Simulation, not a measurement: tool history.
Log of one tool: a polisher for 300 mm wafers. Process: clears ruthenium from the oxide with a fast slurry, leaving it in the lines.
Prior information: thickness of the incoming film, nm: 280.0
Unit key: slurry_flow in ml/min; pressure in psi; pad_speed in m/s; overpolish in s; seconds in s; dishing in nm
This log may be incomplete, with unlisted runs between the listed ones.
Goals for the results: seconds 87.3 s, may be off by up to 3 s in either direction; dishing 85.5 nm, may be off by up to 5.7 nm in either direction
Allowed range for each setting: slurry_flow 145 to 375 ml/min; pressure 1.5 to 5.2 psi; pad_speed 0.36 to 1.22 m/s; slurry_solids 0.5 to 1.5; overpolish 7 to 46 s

| run | hour | slurry_flow | pressure | pad_speed | slurry_solids | overpolish | seconds | dishing |
|---|---|---|---|---|---|---|---|---|
| 1 | 0 | 240 | 3.3 | 0.78 | 1 | 24 | 63.421 | 77.356 |
| 2 | 4.5 | 240 | 3.1 | 0.78 | 1 | 27 | 65.639 | 78.255 |
| 3 | 10.1 | 240 | 3.1 | 0.78 | 1 | 23 | 66.353 | 71.215 |
| 4 | 12.7 | 240 | 2.9 | 0.78 | 1 | 27 | 68.98 | 74.528 |
| 5 | 17.3 | 240 | 2.9 | 0.98 | 1 | 27 | 57.364 | 86.977 |
| 6 | 19.1 | 210 | 2.9 | 0.98 | 1 | 27 | 56.55 | 89.255 |
| 7 | 24.9 | 210 | 2.9 | 0.98 | 1 | 27 | 56.633 | 84.237 |
| 8 | 27.5 | 215 | 2.6 | 0.96 | 1 | 30 | 64.291 | 86.385 |
| 9 | 33.9 | 215 | 2.4 | 0.96 | 1 | 32 | 68.245 | 85.021 |
| 10 | 40.2 | 215 | 2.2 | 0.96 | 1 | 34 | 71.66 | 83.838 |
| 11 | 43.1 | 210 | 1.5 | 0.94 | 1 | 43 | 98.829 | 84.502 |
| 12 | 50.8 | 210 | 1.6 | 0.94 | 1 | 42 | 95.336 | 82.888 |
| 13 | 57 | 210 | 1.6 | 0.94 | 1 | 42 | 94.48 | 80.719 |

5 candidate next runs follow, results not yet known. Just one meets every target within its allowed miss. Identify it.
| A | 63.2 | 285 | 1.6 | 0.8 | 1.45 | 41 | ? | ? |
| B | 63.2 | 210 | 1.5 | 0.96 | 1 | 33 | ? | ? |
| C | 63.2 | 320 | 2.3 | 1 | 0.75 | 39 | ? | ? |
| D | 63.2 | 275 | 1.5 | 0.9 | 1.1 | 45 | ? | ? |
| E | 63.2 | 215 | 1.7 | 0.88 | 1 | 40 | ? | ? |

| move | seconds | dishing |
|---|---|---|
| A | 85.533 | 89.434 |
| B | 96.402 | 70.25 |
| C | 81.666 | 89.208 |
| D | 93.082 | 89.947 |
| E | 94.997 | 81.771 |
A: every result lands within tolerance
B: moves away from the targets compared with the last run
C: takes the biggest miss from the last run beyond its target
D: nearer the targets than the last run, but a result is still out of spec
E: moves away from the targets compared with the last run
So the answer is move A, the one that meets all the targets.

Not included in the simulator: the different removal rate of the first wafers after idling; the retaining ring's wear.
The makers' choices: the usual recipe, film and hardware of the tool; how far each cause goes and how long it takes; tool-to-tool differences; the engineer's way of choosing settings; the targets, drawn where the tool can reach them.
